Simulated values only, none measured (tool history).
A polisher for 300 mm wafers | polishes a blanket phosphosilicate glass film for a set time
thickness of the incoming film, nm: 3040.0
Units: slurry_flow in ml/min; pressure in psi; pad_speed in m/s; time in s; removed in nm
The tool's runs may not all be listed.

run	hour	slurry_flow	pressure	pad_speed	slurry_solids	time	removed
1	0.0	310	3.4	1.16	1.0	52	637.65
2	6.1	310	3.1	1.16	1.0	52	577.02
3	14.2	310	3.1	1.02	1.0	52	530.99
4	18.7	310	3.1	1.02	1.0	52	519.61
5	26.1	310	3.1	1.22	1.0	52	605.04
6	34.7	310	3.1	1.22	0.8	52	559.28
7	39.2	315	3.4	1.22	0.8	52	610.20
8	46.1	315	3.6	1.22	0.8	52	632.11
9	50.1	315	3.8	1.22	0.8	52	674.35
10	53.3	315	3.9	1.22	0.8	52	690.71

Run 11 comes next. What will it give?
11	57.2	315	4.0	1.22	0.8	52	?

{"run 11": {"removed": 708.7}}
